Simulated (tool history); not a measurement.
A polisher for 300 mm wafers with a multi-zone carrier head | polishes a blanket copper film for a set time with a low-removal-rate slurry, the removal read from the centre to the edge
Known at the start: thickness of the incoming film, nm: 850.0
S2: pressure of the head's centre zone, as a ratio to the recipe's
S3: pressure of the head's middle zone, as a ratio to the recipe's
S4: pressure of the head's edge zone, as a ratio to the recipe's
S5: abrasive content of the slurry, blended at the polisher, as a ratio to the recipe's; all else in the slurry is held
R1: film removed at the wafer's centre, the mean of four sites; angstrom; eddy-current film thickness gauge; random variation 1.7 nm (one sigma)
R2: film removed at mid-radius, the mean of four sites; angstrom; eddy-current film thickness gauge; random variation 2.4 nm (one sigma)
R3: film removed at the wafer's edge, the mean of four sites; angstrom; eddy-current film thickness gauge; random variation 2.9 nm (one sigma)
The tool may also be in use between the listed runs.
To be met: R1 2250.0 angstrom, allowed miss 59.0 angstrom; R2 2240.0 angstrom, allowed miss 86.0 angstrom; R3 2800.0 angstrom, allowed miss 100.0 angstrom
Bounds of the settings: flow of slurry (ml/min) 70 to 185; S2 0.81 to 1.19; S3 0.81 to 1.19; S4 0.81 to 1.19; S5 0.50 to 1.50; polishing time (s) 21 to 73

{"run": 1, "hour": 0.0, "flow of slurry (ml/min)": 120, "S2": 1.0, "S3": 1.0, "S4": 1.0, "S5": 1.0, "polishing time (s)": 47, "R1": 2110.1, "R2": 2098.7, "R3": 2143.8}
{"run": 2, "hour": 7.1, "flow of slurry (ml/min)": 120, "S2": 1.0, "S3": 1.0, "S4": 1.0, "S5": 0.85, "polishing time (s)": 47, "R1": 2052.5, "R2": 1994.2, "R3": 2089.3}
{"run": 3, "hour": 15.9, "flow of slurry (ml/min)": 125, "S2": 0.98, "S3": 0.98, "S4": 1.03, "S5": 0.9, "polishing time (s)": 48, "R1": 2116.5, "R2": 2051.0, "R3": 2149.8}
{"run": 4, "hour": 17.2, "flow of slurry (ml/min)": 125, "S2": 0.98, "S3": 0.98, "S4": 1.08, "S5": 0.9, "polishing time (s)": 48, "R1": 2095.5, "R2": 2125.6, "R3": 2229.3}
{"run": 5, "hour": 22.3, "flow of slurry (ml/min)": 115, "S2": 0.97, "S3": 0.95, "S4": 1.1, "S5": 0.95, "polishing time (s)": 49, "R1": 2089.1, "R2": 2022.4, "R3": 2300.7}
{"run": 6, "hour": 29.0, "flow of slurry (ml/min)": 115, "S2": 0.96, "S3": 0.94, "S4": 1.11, "S5": 1.05, "polishing time (s)": 49, "R1": 2113.1, "R2": 2048.8, "R3": 2347.5}
{"run": 7, "hour": 36.6, "flow of slurry (ml/min)": 115, "S2": 0.95, "S3": 0.93, "S4": 1.12, "S5": 1.1, "polishing time (s)": 50, "R1": 2182.1, "R2": 2091.3, "R3": 2434.1}
{"run": 8, "hour": 44.5, "flow of slurry (ml/min)": 115, "S2": 0.94, "S3": 0.93, "S4": 1.13, "S5": 1.15, "polishing time (s)": 50, "R1": 2160.7, "R2": 2182.4, "R3": 2469.0}
{"run": 9, "hour": 47.7, "flow of slurry (ml/min)": 115, "S2": 0.93, "S3": 0.92, "S4": 1.14, "S5": 1.2, "polishing time (s)": 50, "R1": 2146.3, "R2": 2147.7, "R3": 2468.7}
{"run": 10, "hour": 52.2, "flow of slurry (ml/min)": 110, "S2": 0.92, "S3": 0.91, "S4": 1.15, "S5": 1.25, "polishing time (s)": 51, "R1": 2131.1, "R2": 2155.2, "R3": 2573.6}
{"run": 11, "hour": 58.8, "flow of slurry (ml/min)": 110, "S2": 0.92, "S3": 0.9, "S4": 1.16, "S5": 1.3, "polishing time (s)": 51, "R1": 2174.0, "R2": 2151.4, "R3": 2558.7}
{"run": 12, "hour": 66.7, "flow of slurry (ml/min)": 110, "S2": 0.91, "S3": 0.89, "S4": 1.16, "S5": 1.3, "polishing time (s)": 51, "R1": 2170.1, "R2": 2095.3, "R3": 2544.3}
{"run": 13, "hour": 70.1, "flow of slurry (ml/min)": 110, "S2": 0.91, "S3": 0.89, "S4": 1.16, "S5": 1.35, "polishing time (s)": 52, "R1": 2234.8, "R2": 2189.6, "R3": 2675.1}

4 next moves are on the table. One of them brings every result within its allowed miss. Which?
{"run": "A", "hour": 73.5, "flow of slurry (ml/min)": 110, "S2": 0.89, "S3": 0.88, "S4": 1.19, "S5": 1.5, "polishing time (s)": 53, "R1": "?", "R2": "?", "R3": "?"}
{"run": "B", "hour": 73.5, "flow of slurry (ml/min)": 105, "S2": 0.9, "S3": 0.81, "S4": 1.06, "S5": 1.35, "polishing time (s)": 54, "R1": "?", "R2": "?", "R3": "?"}
{"run": "C", "hour": 73.5, "flow of slurry (ml/min)": 110, "S2": 0.92, "S3": 0.94, "S4": 1.18, "S5": 1.35, "polishing time (s)": 51, "R1": "?", "R2": "?", "R3": "?"}
{"run": "D", "hour": 73.5, "flow of slurry (ml/min)": 105, "S2": 0.97, "S3": 0.93, "S4": 1.13, "S5": 1.2, "polishing time (s)": 50, "R1": "?", "R2": "?", "R3": "?"}

move=A R1=2266.1 R2=2292.4 R3=2831.4
move=B R1=2255.4 R2=2112.3 R3=2670.7
move=C R1=2207.5 R2=2280.1 R3=2654.4
move=D R1=2201.3 R2=2139.6 R3=2476.3
A: meets every target
B: further off than the last run
C: further off than the last run
D: further off than the last run
The right move is A.

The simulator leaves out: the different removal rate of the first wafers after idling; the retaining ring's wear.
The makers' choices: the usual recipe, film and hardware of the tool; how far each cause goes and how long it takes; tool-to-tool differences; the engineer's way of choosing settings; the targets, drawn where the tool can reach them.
